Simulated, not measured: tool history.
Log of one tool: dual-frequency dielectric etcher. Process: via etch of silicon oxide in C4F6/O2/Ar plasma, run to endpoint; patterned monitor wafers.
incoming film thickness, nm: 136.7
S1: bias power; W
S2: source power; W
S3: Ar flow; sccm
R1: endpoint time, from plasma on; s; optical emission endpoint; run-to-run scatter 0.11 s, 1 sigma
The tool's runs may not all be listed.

run    day   S1   S2   S3      R1
  1  0.000  631  270  291  30.519
  2  0.158  631  240  291  32.352
  3  0.296  631  240  244  31.169
  4  0.625  589  240  244  31.751
  5  0.654  655  240  244  30.975
  6  0.733  712  240  244  30.024
  7  0.946  614  240  244  31.380
  8  1.279  545  240  244  32.480

For run 9, what comes out?
  9  1.362  495  240  244   ?

Run 9 measured R1 33.570 s.
